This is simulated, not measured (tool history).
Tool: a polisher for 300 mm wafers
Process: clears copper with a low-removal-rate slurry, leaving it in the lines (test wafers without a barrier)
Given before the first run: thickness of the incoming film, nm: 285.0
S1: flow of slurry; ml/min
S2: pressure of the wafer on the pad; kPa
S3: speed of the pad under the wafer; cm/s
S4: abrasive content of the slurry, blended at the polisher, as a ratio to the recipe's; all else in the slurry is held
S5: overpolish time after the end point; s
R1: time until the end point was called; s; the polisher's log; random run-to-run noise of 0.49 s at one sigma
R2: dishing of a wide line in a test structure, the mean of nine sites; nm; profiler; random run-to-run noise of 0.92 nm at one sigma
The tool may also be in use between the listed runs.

run	hour	S1	S2	S3	S4	S5	R1	R2
1	0	145	25.5	96	1	20	77.987	37.007
2	8.7	145	25.5	104	1	20	71.683	39.464
3	9.5	150	29	104	1	20	64.521	40.385
4	17.7	150	31.7	108	1	21	56.118	45.415
5	20.6	150	31.7	108	0.85	21	58.654	44.342
6	21.5	150	33.8	110	0.85	21	53.535	46.233
7	22.7	150	35.2	112	0.85	21	50.127	48.01
8	29.1	150	36.5	114	0.85	21	46.816	48.035
9	34.1	150	37.2	114	0.85	22	46.621	48.901
10	36.8	155	37.9	116	0.85	23	46.095	51.858
11	41.8	155	38.6	118	0.85	23	43.353	51.116
12	47.4	155	38.6	120	0.85	24	41.966	52.546

Forecast run 13:
13	48.2	155	39.3	120	0.85	25	?	?

{"run 13": {"R1": 41.669, "R2": 54.636}}
